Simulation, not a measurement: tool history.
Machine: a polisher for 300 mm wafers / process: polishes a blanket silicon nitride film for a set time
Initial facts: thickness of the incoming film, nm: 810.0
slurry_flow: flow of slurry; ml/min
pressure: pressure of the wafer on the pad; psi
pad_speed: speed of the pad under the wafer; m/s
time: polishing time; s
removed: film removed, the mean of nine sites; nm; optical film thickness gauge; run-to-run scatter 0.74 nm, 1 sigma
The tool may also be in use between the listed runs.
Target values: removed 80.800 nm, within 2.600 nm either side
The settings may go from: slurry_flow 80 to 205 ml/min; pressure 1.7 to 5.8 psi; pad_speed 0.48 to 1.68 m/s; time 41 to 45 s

run,hour,slurry_flow,pressure,pad_speed,time,removed
1,0.0,135,3.7,1.08,45,90.450
2,1.5,125,3.5,1.08,45,87.139
3,4.0,125,4.2,1.08,45,102.410
4,9.2,125,4.1,1.08,45,98.333
5,15.1,145,4.1,1.08,45,103.070
6,18.3,145,4.1,1.08,45,104.220
7,26.9,140,4.0,1.08,45,98.999
8,28.1,135,3.9,1.08,45,96.182
9,35.6,130,3.8,1.08,45,93.550
10,41.0,130,3.7,1.08,45,92.242
11,48.9,110,3.2,1.08,45,76.358

5 candidate next runs follow, results not yet known. Just one meets every target within its allowed miss. Identify it.
A,56.8,115,3.2,0.96,45,?
B,56.8,95,3.1,1.10,45,?
C,56.8,100,3.1,1.22,45,?
D,56.8,110,3.2,1.06,44,?
E,56.8,155,2.7,1.02,45,?

move,removed
A,71.147
B,73.332
C,80.776
D,74.522
E,67.423
A: moves away from the targets compared with the last run
B: moves away from the targets compared with the last run
C: all results in spec
D: moves away from the targets compared with the last run
E: moves away from the targets compared with the last run
Answer: C
